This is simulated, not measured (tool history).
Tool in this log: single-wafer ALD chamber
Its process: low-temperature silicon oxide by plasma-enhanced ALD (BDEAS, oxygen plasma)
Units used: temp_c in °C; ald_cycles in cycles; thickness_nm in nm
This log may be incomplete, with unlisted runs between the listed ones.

{"run": 1, "day": 0.0, "temp_c": 95, "ald_cycles": 53, "thickness_nm": 8.0025}
{"run": 2, "day": 0.167, "temp_c": 95, "ald_cycles": 56, "thickness_nm": 8.4863}
{"run": 3, "day": 0.308, "temp_c": 97, "ald_cycles": 53, "thickness_nm": 7.9862}
{"run": 4, "day": 0.508, "temp_c": 98, "ald_cycles": 50, "thickness_nm": 7.4623}
{"run": 5, "day": 0.617, "temp_c": 100, "ald_cycles": 48, "thickness_nm": 7.1564}
{"run": 6, "day": 0.904, "temp_c": 96, "ald_cycles": 48, "thickness_nm": 7.2645}
{"day": 0.929, "done": "thermocouple changed; heater temperature recalibrated"}
{"run": 7, "day": 0.929, "temp_c": 98, "ald_cycles": 47, "thickness_nm": 7.0082}

What will run 8 give?
{"run": 8, "day": 1.271, "temp_c": 99, "ald_cycles": 46, "thickness_nm": "?"}

{"run 8": {"thickness_nm": 6.8179}}

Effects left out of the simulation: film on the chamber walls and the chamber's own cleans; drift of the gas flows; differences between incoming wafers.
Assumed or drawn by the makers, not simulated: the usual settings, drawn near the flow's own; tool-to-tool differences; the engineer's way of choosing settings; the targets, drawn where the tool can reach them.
